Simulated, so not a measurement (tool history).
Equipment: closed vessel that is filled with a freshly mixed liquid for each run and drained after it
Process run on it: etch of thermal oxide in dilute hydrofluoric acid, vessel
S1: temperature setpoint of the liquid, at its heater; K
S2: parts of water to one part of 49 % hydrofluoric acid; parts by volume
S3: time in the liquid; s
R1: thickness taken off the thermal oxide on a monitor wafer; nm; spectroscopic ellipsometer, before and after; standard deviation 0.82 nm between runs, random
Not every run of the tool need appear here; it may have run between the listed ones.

run    day      S1   S2    S3      R1
  1      0  297.15  100  1810  95.496
  2  0.075  297.15   80  1810  121.07
  3  0.192  299.15   80  1810  131.23
  4  0.554  299.15   80  1810  132.49
  5  0.729  299.15   80  1810  131.43
  6  0.917  299.15   80  1935  140.73

Run 7, settings as shown, results not yet in. Your forecast:
  7  1.017  300.15  80  1935   ?

Run 7 yielded R1 146.59 nm.

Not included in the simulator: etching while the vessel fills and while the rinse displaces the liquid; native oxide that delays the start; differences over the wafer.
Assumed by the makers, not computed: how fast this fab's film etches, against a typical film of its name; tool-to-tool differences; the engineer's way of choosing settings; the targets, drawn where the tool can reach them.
